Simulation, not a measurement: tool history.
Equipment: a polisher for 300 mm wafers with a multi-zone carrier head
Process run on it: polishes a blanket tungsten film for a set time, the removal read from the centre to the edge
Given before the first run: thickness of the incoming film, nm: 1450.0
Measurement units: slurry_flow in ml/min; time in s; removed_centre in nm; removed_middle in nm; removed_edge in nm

Run 1, day 0.000: slurry_flow 225 ml/min, centre_zone 1.00, middle_zone 1.00, edge_zone 1.00, slurry_solids 1.00, time 59 s. Result: removed_centre 422.76 nm, removed_middle 407.61 nm, removed_edge 408.65 nm.
Run 2, day 0.175: slurry_flow 225 ml/min, centre_zone 1.00, middle_zone 1.00, edge_zone 1.08, slurry_solids 1.00, time 59 s. Result: removed_centre 408.23 nm, removed_middle 411.82 nm, removed_edge 426.69 nm.
Run 3, day 0.271: slurry_flow 200 ml/min, centre_zone 1.00, middle_zone 1.00, edge_zone 1.08, slurry_solids 1.00, time 59 s. Result: removed_centre 405.70 nm, removed_middle 405.05 nm, removed_edge 424.79 nm.
Run 4, day 0.475: slurry_flow 200 ml/min, centre_zone 1.01, middle_zone 1.00, edge_zone 1.10, slurry_solids 1.10, time 59 s. Result: removed_centre 414.12 nm, removed_middle 413.43 nm, removed_edge 440.46 nm.
Run 5, day 0.812: slurry_flow 210 ml/min, centre_zone 1.03, middle_zone 1.01, edge_zone 1.11, slurry_solids 1.20, time 59 s. Result: removed_centre 435.73 nm, removed_middle 429.42 nm, removed_edge 443.21 nm.
Run 6, day 0.879: slurry_flow 210 ml/min, centre_zone 1.03, middle_zone 1.01, edge_zone 1.03, slurry_solids 1.20, time 59 s. Result: removed_centre 438.77 nm, removed_middle 427.49 nm, removed_edge 439.40 nm.
Run 7, day 1.192: slurry_flow 205 ml/min, centre_zone 1.04, middle_zone 1.01, edge_zone 1.05, slurry_solids 1.25, time 60 s. Result: removed_centre 455.12 nm, removed_middle 439.76 nm, removed_edge 448.15 nm.
Run 8, day 1.400: slurry_flow 205 ml/min, centre_zone 1.04, middle_zone 1.00, edge_zone 1.07, slurry_solids 1.30, time 61 s. Result: removed_centre 457.68 nm, removed_middle 445.09 nm, removed_edge 474.42 nm.

Forecast run 9:
Run 9, day 1.642: slurry_flow 215 ml/min, centre_zone 1.05, middle_zone 1.00, edge_zone 1.08, slurry_solids 1.35, time 61 s. Result: removed_centre ?, removed_middle ?, removed_edge ?.

{"run 9": {"removed_centre": 481.19, "removed_middle": 454.08, "removed_edge": 469.99}}

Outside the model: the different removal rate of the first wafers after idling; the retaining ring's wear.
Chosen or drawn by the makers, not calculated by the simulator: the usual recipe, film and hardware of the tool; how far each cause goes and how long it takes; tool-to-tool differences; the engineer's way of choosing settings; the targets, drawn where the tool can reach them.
